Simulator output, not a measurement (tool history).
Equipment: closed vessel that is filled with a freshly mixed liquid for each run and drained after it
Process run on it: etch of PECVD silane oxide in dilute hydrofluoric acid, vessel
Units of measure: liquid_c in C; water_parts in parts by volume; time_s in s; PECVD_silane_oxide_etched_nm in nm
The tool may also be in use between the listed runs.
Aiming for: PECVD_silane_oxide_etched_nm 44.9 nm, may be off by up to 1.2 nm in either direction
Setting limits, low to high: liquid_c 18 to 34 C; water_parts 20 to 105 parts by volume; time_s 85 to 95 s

run	hour	liquid_c	water_parts	time_s	PECVD_silane_oxide_etched_nm
1	0	26	55	85	26.258
2	2.7	27	55	85	27.232
3	4.9	27	65	85	22.592
4	13.9	27.5	60	85	25.165
5	22.5	28	60	85	25.578
6	25.3	28	60	95	28.792
7	34.6	28.5	60	95	29.44
8	36.2	29	60	95	29.621
9	40.2	29.5	60	95	30.403
10	43.7	29.5	60	95	30.332
11	45.1	33.5	45	95	48.895

Which single option among these 4 for the next run brings every result within its allowed miss of target? Just one does.
A	46.5	34	50	90	?
B	46.5	32.5	45	95	?
C	46.5	31.5	45	95	?
D	46.5	33	45	85	?

move	PECVD_silane_oxide_etched_nm
A	42.3
B	47.198
C	45.386
D	43.06
A: takes the result that was furthest off past its target
B: better than the last run, though not everything is in spec
C: every result within its allowed miss
D: takes the result that was furthest off past its target
C is the move that brings every result within its allowed miss.
